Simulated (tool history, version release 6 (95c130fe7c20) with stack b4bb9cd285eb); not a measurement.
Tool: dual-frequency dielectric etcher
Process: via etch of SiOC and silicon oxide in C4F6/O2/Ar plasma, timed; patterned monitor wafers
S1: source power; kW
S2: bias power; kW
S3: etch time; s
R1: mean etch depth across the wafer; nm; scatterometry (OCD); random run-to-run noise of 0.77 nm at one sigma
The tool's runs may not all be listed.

Run 1, hour 0: S1 0.48 kW, S2 0.202 kW, S3 101 s. Result: R1 131.4 nm.
Run 2, hour 3.2: S1 0.48 kW, S2 0.202 kW, S3 101 s. Result: R1 130.89 nm.
Run 3, hour 4.6: S1 0.48 kW, S2 0.202 kW, S3 105.5 s. Result: R1 137.69 nm.
Run 4, hour 6.1: S1 0.48 kW, S2 0.202 kW, S3 105.5 s. Result: R1 138.26 nm.
Run 5, hour 14.4: S1 0.45 kW, S2 0.192 kW, S3 105 s. Result: R1 130.4 nm.
Run 6, hour 17.4: S1 0.45 kW, S2 0.205 kW, S3 105 s. Result: R1 135.14 nm.

Run 7 has not been measured yet. What should we expect?
Run 7, hour 18: S1 0.42 kW, S2 0.197 kW, S3 104.5 s. Result: R1 ?.

R1: 129.18 nm
